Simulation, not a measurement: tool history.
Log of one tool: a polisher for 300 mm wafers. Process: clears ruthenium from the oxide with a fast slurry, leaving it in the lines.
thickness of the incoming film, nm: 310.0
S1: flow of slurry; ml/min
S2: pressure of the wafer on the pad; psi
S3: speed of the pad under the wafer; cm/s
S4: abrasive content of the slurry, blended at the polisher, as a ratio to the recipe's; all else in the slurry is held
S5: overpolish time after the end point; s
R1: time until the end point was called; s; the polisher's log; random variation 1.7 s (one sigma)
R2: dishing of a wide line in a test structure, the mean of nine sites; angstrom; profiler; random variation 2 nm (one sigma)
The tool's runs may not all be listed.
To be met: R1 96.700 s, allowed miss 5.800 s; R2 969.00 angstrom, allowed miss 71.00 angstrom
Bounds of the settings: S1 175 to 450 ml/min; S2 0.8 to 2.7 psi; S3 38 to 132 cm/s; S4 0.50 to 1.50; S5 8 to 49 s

run  hour   S1   S2  S3    S4  S5       R1      R2
  1   0.0  290  1.7  84  1.00  25  128.230  519.91
  2   5.1  290  1.7  66  1.00  25  155.410  430.33
  3   6.7  290  2.0  66  1.00  25  137.380  484.21
  4  10.1  290  1.7  66  1.00  25  155.950  417.71
  5  16.2  290  1.7  66  1.00  17  157.170  286.68
  6  23.8  290  1.4  66  1.00  17  184.670  240.98
  7  24.7  290  1.5  68  1.00  19  172.750  288.21
  8  26.3  290  1.6  70  1.00  21  162.840  358.19
  9  27.8  290  1.7  72  1.00  22  150.200  393.95
 10  28.6  290  1.8  74  1.00  23  139.000  444.01
 11  33.2  290  1.9  74  1.00  24  125.370  485.31
 12  38.6  290  1.9  74  1.00  25  127.290  487.98
 13  44.0  290  2.4  76  1.00  37  100.520  866.11

Which of these 5 next moves meets every target?
  A  49.4  325  2.5  80  1.10  46   ?   ?
  B  49.4  275  2.6  82  1.15  43   ?   ?
  C  49.4  315  2.5  96  0.95  44   ?   ?
  D  49.4  210  2.5  78  1.05  41   ?   ?
  E  49.4  250  2.4  90  1.05  43   ?   ?

move      R1       R2
   A  90.743  1137.00
   B  84.927  1136.10
   C  84.556  1158.90
   D  99.668   971.28
   E  89.760  1090.60
A: takes the result that was furthest off past its target
B: takes the result that was furthest off past its target
C: takes the result that was furthest off past its target
D: meets every target
E: takes the result that was furthest off past its target
Answer: D
